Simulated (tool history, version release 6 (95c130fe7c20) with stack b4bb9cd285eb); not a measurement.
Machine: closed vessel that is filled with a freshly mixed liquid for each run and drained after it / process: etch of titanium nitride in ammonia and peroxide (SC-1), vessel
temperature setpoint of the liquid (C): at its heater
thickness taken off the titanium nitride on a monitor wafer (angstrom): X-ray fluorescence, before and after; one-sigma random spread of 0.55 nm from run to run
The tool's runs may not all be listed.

run  hour  temperature setpoint of the liquid (C)  parts of water to one part of 30 % peroxide (parts by volume)  parts of 29 % ammonia solution to one part of 30 % peroxide (parts by volume)  time in the liquid (s)  thickness taken off the titanium nitride on a monitor wafer (angstrom)
  1   0.0                                    48.0                                                            9.5                                                                           0.95                     230                                                                  260.84
  2   1.3                                    52.5                                                            9.5                                                                           0.95                     230                                                                  357.45
  3   2.9                                    52.5                                                            9.5                                                                           0.95                     230                                                                  351.70
  4   6.8                                    52.5                                                            9.5                                                                           1.20                     230                                                                  365.69
  5   7.7                                    45.5                                                            9.5                                                                           1.20                     230                                                                  225.29
  6  13.2                                    50.5                                                            9.5                                                                           1.20                     230                                                                  323.22
  7  14.5                                    54.0                                                            9.5                                                                           1.20                     230                                                                  405.72
  8  17.1                                    56.5                                                            9.5                                                                           1.20                     230                                                                  477.70

Run 9 is up next; what results do you expect?
  9  23.4                                    58.5                                                            9.5                                                                           1.20                     230                                                                       ?

{"run 9": {"thickness taken off the titanium nitride on a monitor wafer (angstrom)": 544.82}}
